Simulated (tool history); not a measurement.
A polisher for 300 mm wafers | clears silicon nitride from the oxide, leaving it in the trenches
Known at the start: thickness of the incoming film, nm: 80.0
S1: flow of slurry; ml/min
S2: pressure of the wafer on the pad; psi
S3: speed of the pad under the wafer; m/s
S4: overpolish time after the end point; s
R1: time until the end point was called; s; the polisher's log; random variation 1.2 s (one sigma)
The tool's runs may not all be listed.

run,hour,S1,S2,S3,S4,R1
1,0,200,2.7,0.8,5,94.606
2,7.1,200,2.6,0.8,5,99.513
3,9.9,200,2.5,0.8,5,102.87
4,11.9,200,2.5,0.8,3,103.8
5,20.7,235,2.5,0.8,3,100.99
6,24,235,2.5,0.8,3,102.62

The next listed run, before its measurement:
7,30.4,235,2.4,0.8,3,?

{"run 7": {"R1": 105.58}}

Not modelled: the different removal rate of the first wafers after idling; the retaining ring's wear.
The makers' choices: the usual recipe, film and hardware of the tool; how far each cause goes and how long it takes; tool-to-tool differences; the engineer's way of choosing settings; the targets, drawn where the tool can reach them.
